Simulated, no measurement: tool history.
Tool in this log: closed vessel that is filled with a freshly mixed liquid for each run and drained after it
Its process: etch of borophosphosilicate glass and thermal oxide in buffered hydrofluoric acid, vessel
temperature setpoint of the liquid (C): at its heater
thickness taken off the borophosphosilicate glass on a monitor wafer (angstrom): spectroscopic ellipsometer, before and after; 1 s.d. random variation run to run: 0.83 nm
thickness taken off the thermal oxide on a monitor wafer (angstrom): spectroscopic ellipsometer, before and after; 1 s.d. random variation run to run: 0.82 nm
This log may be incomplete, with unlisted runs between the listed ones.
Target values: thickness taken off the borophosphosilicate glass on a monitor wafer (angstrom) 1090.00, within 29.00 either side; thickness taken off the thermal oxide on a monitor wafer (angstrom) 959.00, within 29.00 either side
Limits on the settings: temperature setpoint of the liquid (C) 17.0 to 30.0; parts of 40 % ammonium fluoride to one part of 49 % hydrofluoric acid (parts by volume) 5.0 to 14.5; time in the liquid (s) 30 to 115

| run | hour | temperature setpoint of the liquid (C) | parts of 40 % ammonium fluoride to one part of 49 % hydrofluoric acid (parts by volume) | time in the liquid (s) | thickness taken off the borophosphosilicate glass on a monitor wafer (angstrom) | thickness taken off the thermal oxide on a monitor wafer (angstrom) |
|---|---|---|---|---|---|---|
| 1 | 0.0 | 22.0 | 9.0 | 60 | 820.29 | 711.08 |
| 2 | 5.8 | 23.0 | 9.0 | 60 | 857.98 | 754.10 |
| 3 | 8.8 | 23.5 | 9.0 | 60 | 895.08 | 776.38 |
| 4 | 14.4 | 23.5 | 7.0 | 60 | 1163.30 | 1020.80 |
| 5 | 17.9 | 23.0 | 7.0 | 60 | 1127.00 | 999.19 |
| 6 | 20.2 | 23.0 | 9.0 | 60 | 846.58 | 767.34 |
| 7 | 29.1 | 23.5 | 9.0 | 60 | 875.95 | 775.11 |
| 8 | 33.6 | 24.0 | 9.0 | 60 | 898.26 | 807.55 |
| 9 | 37.1 | 24.5 | 8.5 | 60 | 1001.20 | 869.56 |
| 10 | 44.4 | 25.0 | 8.5 | 60 | 1027.30 | 900.22 |
| 11 | 50.2 | 25.5 | 8.5 | 60 | 1040.70 | 920.45 |

Consider the 5 candidate settings below. Which is the only one whose results all fall within their allowed miss of target?
| A | 56.0 | 23.5 | 7.5 | 65 | ? | ? |
| B | 56.0 | 27.0 | 7.5 | 50 | ? | ? |
| C | 56.0 | 25.0 | 5.5 | 45 | ? | ? |
| D | 56.0 | 19.5 | 6.5 | 60 | ? | ? |
| E | 56.0 | 17.0 | 5.0 | 55 | ? | ? |

| move | thickness taken off the borophosphosilicate glass on a monitor wafer (angstrom) | thickness taken off the thermal oxide on a monitor wafer (angstrom) |
|---|---|---|
| A | 1176.40 | 1032.90 |
| B | 1090.70 | 959.87 |
| C | 1176.50 | 1028.20 |
| D | 1005.40 | 877.84 |
| E | 1011.20 | 873.97 |
A: the result that was furthest off in the last run now lies on the other side of its target
B: every result lands within tolerance
C: the result that was furthest off in the last run now lies on the other side of its target
D: moves away from the targets compared with the last run
E: moves away from the targets compared with the last run
The right move is B.

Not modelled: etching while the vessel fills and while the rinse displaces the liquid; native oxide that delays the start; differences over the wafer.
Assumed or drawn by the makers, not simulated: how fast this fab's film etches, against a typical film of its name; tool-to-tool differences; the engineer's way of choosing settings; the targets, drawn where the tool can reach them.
